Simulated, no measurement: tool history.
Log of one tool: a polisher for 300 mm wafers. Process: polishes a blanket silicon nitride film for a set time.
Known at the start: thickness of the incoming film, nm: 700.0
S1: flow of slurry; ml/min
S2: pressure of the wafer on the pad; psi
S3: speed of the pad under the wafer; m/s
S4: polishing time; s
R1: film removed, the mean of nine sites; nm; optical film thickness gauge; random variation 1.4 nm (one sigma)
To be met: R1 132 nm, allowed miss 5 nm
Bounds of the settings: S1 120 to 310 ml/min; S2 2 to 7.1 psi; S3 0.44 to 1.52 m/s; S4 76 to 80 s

Run 1, hour 0: S1 200 ml/min, S2 4.5 psi, S3 0.98 m/s, S4 76 s. Result: R1 157.99 nm.
Run 2, hour 6.6: S1 225 ml/min, S2 4.5 psi, S3 0.98 m/s, S4 76 s. Result: R1 162.63 nm.
Run 3, hour 11.4: S1 215 ml/min, S2 4.2 psi, S3 0.98 m/s, S4 76 s. Result: R1 147.89 nm.
Run 4, hour 17.6: S1 215 ml/min, S2 4.9 psi, S3 0.98 m/s, S4 76 s. Result: R1 173.94 nm.
Run 5, hour 22.3: S1 210 ml/min, S2 4.5 psi, S3 0.98 m/s, S4 76 s. Result: R1 157.43 nm.
Run 6, hour 26.9: S1 200 ml/min, S2 4.3 psi, S3 0.98 m/s, S4 76 s. Result: R1 150.45 nm.
Run 7, hour 34.8: S1 195 ml/min, S2 4.1 psi, S3 0.98 m/s, S4 76 s. Result: R1 146.42 nm.
Run 8, hour 37.9: S1 195 ml/min, S2 3.5 psi, S3 0.98 m/s, S4 76 s. Result: R1 124.39 nm.

4 next moves are on the table. One of them brings every result within its allowed miss. Which?
Run A, hour 41: S1 120 ml/min, S2 3.8 psi, S3 0.8 m/s, S4 76 s. Result: R1 ?.
Run B, hour 41: S1 210 ml/min, S2 3 psi, S3 1.14 m/s, S4 79 s. Result: R1 ?.
Run C, hour 41: S1 200 ml/min, S2 3.4 psi, S3 1.16 m/s, S4 80 s. Result: R1 ?.
Run D, hour 41: S1 185 ml/min, S2 3.6 psi, S3 0.98 m/s, S4 79 s. Result: R1 ?.

move      R1
   A  107.57
   B  121.28
   C  138.64
   D  129.66
A: further off than the last run
B: further off than the last run
C: takes the result that was furthest off past its target
D: meets every target
The right move is D.
